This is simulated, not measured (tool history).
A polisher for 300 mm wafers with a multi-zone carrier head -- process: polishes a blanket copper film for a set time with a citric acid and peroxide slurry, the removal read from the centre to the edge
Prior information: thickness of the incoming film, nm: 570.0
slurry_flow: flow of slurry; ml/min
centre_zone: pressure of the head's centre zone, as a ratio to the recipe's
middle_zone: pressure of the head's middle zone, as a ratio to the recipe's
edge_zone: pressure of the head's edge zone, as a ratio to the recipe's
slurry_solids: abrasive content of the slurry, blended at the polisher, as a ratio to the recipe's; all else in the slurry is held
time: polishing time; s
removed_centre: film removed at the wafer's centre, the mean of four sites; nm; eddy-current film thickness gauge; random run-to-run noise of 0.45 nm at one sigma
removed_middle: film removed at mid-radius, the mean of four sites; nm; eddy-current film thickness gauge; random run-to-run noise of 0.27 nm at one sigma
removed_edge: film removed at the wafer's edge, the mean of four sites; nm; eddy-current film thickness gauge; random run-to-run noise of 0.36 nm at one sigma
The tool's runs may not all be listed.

run  hour  slurry_flow  centre_zone  middle_zone  edge_zone  slurry_solids  time  removed_centre  removed_middle  removed_edge
  1     0          195            1            1          1              1    38          75.597           75.09        75.065
  2   5.3          180         1.02         0.94       0.97           0.85    36          69.244          64.184         66.52
  3   9.1          130         1.02         0.94       0.97           0.85    36          65.582           61.53        64.546
  4  10.9          130         1.02         0.94       0.97           0.85    30           55.08          51.675        54.272
  5  15.4          130         1.02         0.94       0.97           0.85    25          46.298          42.836        45.586
  6  21.8          130         1.02         0.94       0.97           0.85    33          61.088          56.994        59.915

Predict the results of run 7:
  7  28.1          130         1.04          0.9       0.96           0.75    32               ?               ?             ?

{"run 7": {"removed_centre": 59.09, "removed_middle": 51.25, "removed_edge": 55.762}}
